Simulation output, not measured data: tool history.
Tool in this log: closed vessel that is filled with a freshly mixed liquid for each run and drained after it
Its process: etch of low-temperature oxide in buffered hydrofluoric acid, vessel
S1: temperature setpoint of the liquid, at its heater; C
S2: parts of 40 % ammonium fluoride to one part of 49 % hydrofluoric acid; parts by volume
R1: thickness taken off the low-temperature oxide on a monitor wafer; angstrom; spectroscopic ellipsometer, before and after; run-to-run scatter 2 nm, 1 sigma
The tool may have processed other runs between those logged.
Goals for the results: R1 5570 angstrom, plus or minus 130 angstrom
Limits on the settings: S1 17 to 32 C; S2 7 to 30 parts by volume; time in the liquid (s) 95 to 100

Run 1, hour 0: S1 24 C, S2 20 parts by volume, time in the liquid (s) 95. Result: R1 3260.2 angstrom.
Run 2, hour 2.6: S1 24 C, S2 20 parts by volume, time in the liquid (s) 95. Result: R1 3255.6 angstrom.
Run 3, hour 6.5: S1 26 C, S2 19.5 parts by volume, time in the liquid (s) 95. Result: R1 3719.6 angstrom.
Run 4, hour 11: S1 29.5 C, S2 19.5 parts by volume, time in the liquid (s) 95. Result: R1 4478.7 angstrom.
Run 5, hour 16.1: S1 29.5 C, S2 15 parts by volume, time in the liquid (s) 95. Result: R1 5816.2 angstrom.
Run 6, hour 22.5: S1 29.5 C, S2 15 parts by volume, time in the liquid (s) 100. Result: R1 6111.8 angstrom.
Run 7, hour 29: S1 29 C, S2 15 parts by volume, time in the liquid (s) 100. Result: R1 5930.5 angstrom.
Run 8, hour 37.1: S1 29 C, S2 15 parts by volume, time in the liquid (s) 100. Result: R1 5927.7 angstrom.
Run 9, hour 38.2: S1 28.5 C, S2 15 parts by volume, time in the liquid (s) 100. Result: R1 5779.7 angstrom.

Of the 5 settings listed for the next run, only one would bring every result within its allowed miss of target. Which one?
Run A, hour 39.3: S1 28 C, S2 13.5 parts by volume, time in the liquid (s) 95. Result: R1 ?.
Run B, hour 39.3: S1 29.5 C, S2 15 parts by volume, time in the liquid (s) 100. Result: R1 ?.
Run C, hour 39.3: S1 27.5 C, S2 13.5 parts by volume, time in the liquid (s) 95. Result: R1 ?.
Run D, hour 39.3: S1 26 C, S2 13.5 parts by volume, time in the liquid (s) 100. Result: R1 ?.
Run E, hour 39.3: S1 25 C, S2 13.5 parts by volume, time in the liquid (s) 100. Result: R1 ?.

move      R1
   A  5930.5
   B    6096
   C  5774.6
   D  5608.7
   E  5313.5
A: further off than the last run
B: further off than the last run
C: just as far off the targets as the last run
D: every result within its allowed miss
E: carries the result that was furthest off beyond its target, to the other side
Correct choice: D, which meets every target
